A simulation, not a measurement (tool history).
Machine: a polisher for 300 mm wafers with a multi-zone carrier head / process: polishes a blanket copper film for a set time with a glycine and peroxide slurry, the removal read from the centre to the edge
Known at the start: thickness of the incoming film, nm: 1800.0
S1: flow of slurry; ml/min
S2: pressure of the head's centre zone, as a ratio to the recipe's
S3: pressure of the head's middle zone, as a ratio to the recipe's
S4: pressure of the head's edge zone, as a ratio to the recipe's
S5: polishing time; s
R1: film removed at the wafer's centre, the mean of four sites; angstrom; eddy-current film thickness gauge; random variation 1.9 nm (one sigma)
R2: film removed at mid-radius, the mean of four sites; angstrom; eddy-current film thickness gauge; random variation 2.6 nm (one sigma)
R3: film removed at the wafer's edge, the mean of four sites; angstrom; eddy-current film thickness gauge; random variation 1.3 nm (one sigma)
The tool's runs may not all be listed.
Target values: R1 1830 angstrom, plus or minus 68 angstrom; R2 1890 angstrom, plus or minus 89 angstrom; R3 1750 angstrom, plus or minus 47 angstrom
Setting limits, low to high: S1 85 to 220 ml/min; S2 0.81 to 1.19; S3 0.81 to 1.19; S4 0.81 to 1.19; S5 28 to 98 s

run    day   S1    S2    S3    S4  S5      R1      R2      R3
  1      0  140     1     1     1  63  2762.7    2794  2757.5
  2  0.229  140     1     1  0.95  63  2710.8  2729.6  2704.4
  3  0.358  140     1     1  0.95  72  3079.9  3091.1  3086.3
  4  0.617  110     1     1  0.95  72  2934.9  2981.1  2952.7
  5  0.717  110     1     1  0.95  60  2391.4  2455.3  2470.9
  6  0.842  110  1.02  1.02  0.92  54  2209.3  2219.4  2201.8
  7  0.875  110  1.03  1.04  0.89  51  2131.2  2195.3  2054.5
  8  0.904  100  1.01     1  0.82  42  1708.2  1750.5  1602.3
  9  1.075  110  1.01  1.01  0.84  42  1696.5  1712.6  1632.1
 10  1.258  115  1.02  1.03  0.85  42  1773.2  1761.9  1661.5
 11  1.508  115  1.02  1.05  0.86  42  1744.9  1841.3  1676.7

Exercise: of the 5 proposed moves below, exactly one satisfies all targets within the stated allowed misses. Which move is it?
  A  1.758  125  1.05  1.08  0.89  39   ?   ?   ?
  B  1.758  135  1.01  1.02  0.88  42   ?   ?   ?
  C  1.758  110  0.99  1.11  0.83  40   ?   ?   ?
  D  1.758  110  1.13  1.11  0.81  40   ?   ?   ?
  E  1.758  110  1.12  1.07     1  40   ?   ?   ?

move      R1      R2      R3
   A  1709.8  1814.5  1608.7
   B  1805.2  1894.3  1747.7
   C  1593.7  1846.1    1572
   D  1820.8  1844.8  1558.2
   E  1804.1  1787.5  1689.1
A: misses by more than the last run did
B: all results in spec
C: misses by more than the last run did
D: misses by more than the last run did
E: closes in on the targets versus the last run, not all within tolerance yet
The right move is B.
